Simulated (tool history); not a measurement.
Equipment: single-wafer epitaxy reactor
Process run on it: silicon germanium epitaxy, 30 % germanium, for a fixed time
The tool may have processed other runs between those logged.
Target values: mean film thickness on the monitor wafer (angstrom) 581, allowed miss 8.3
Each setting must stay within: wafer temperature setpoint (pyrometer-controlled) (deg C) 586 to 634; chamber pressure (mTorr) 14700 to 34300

run,hour,wafer temperature setpoint (pyrometer-controlled) (deg C),chamber pressure (mTorr),mean film thickness on the monitor wafer (angstrom)
1,0,610,24500,765.83
2,7.7,618,24500,879.9
3,11.2,627,24500,1025.7
4,15.4,620,24400,906.26
5,21.3,629,24400,1057.5
6,28.1,622,24300,937.58
7,28.8,616,24200,846.87
8,33.7,604,23800,679.45
9,38.2,602,23800,656.14
10,46.5,601,23800,643.89
11,50.3,600,23800,633.68
12,51.2,594,23700,567.68

Which of these 5 next moves meets every target?
A,52.1,594,22000,?
B,52.1,592,24400,?
C,52.1,598,20900,?
D,52.1,591,26000,?
E,52.1,597,23400,?

move,mean film thickness on the monitor wafer (angstrom)
A,550.18
B,555.41
C,577.78
D,560.77
E,596.61
A: moves away from the targets compared with the last run
B: moves away from the targets compared with the last run
C: each result inside its tolerance
D: moves away from the targets compared with the last run
E: moves the result that the last run missed by most past its target, out the other side
So the answer is move C, the one that meets all the targets.
